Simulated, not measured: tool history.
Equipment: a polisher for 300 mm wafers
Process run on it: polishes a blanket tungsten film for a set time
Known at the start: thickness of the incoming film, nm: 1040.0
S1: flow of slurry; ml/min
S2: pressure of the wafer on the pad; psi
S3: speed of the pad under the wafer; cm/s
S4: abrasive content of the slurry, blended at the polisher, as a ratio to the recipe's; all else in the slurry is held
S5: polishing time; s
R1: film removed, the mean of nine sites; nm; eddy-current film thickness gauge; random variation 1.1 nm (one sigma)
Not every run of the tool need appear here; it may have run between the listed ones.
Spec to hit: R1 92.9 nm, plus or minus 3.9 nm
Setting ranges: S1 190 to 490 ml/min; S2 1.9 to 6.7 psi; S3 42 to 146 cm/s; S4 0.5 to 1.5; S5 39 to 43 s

Run 1, hour 0: S1 315 ml/min, S2 4.3 psi, S3 94 cm/s, S4 1, S5 43 s. Result: R1 149.09 nm.
Run 2, hour 8.1: S1 315 ml/min, S2 4.3 psi, S3 76 cm/s, S4 1, S5 43 s. Result: R1 122.25 nm.
Run 3, hour 12.6: S1 315 ml/min, S2 4.3 psi, S3 76 cm/s, S4 1, S5 43 s. Result: R1 122.6 nm.
Run 4, hour 17.4: S1 315 ml/min, S2 3.9 psi, S3 76 cm/s, S4 1, S5 43 s. Result: R1 111.49 nm.
Run 5, hour 23.3: S1 315 ml/min, S2 3.7 psi, S3 76 cm/s, S4 1, S5 43 s. Result: R1 107.69 nm.
Run 6, hour 24.4: S1 315 ml/min, S2 3.7 psi, S3 84 cm/s, S4 1, S5 43 s. Result: R1 117.48 nm.
Run 7, hour 30: S1 315 ml/min, S2 3.4 psi, S3 84 cm/s, S4 1, S5 43 s. Result: R1 109.93 nm.
Run 8, hour 34.6: S1 315 ml/min, S2 3.2 psi, S3 84 cm/s, S4 1, S5 43 s. Result: R1 107.68 nm.
Run 9, hour 42.6: S1 315 ml/min, S2 3 psi, S3 84 cm/s, S4 1, S5 43 s. Result: R1 101.57 nm.
Run 10, hour 46.3: S1 315 ml/min, S2 2.9 psi, S3 84 cm/s, S4 1, S5 43 s. Result: R1 98.624 nm.
Run 11, hour 51.7: S1 315 ml/min, S2 2.9 psi, S3 84 cm/s, S4 1, S5 43 s. Result: R1 99.107 nm.

Below are 4 possible settings for the next run. Only one of them brings all results inside the allowed miss of their targets. Which is it?
Run A, hour 57.1: S1 310 ml/min, S2 3.5 psi, S3 74 cm/s, S4 1, S5 39 s. Result: R1 ?.
Run B, hour 57.1: S1 425 ml/min, S2 3.5 psi, S3 76 cm/s, S4 0.95, S5 42 s. Result: R1 ?.
Run C, hour 57.1: S1 315 ml/min, S2 3 psi, S3 88 cm/s, S4 1, S5 42 s. Result: R1 ?.
Run D, hour 57.1: S1 330 ml/min, S2 2.4 psi, S3 106 cm/s, S4 1.3, S5 39 s. Result: R1 ?.

move      R1
   A  91.378
   B  101.97
   C  103.78
   D  106.03
A: every result within its allowed miss
B: lands further from the targets than the last run did
C: lands further from the targets than the last run did
D: lands further from the targets than the last run did
The move that meets every target is A.

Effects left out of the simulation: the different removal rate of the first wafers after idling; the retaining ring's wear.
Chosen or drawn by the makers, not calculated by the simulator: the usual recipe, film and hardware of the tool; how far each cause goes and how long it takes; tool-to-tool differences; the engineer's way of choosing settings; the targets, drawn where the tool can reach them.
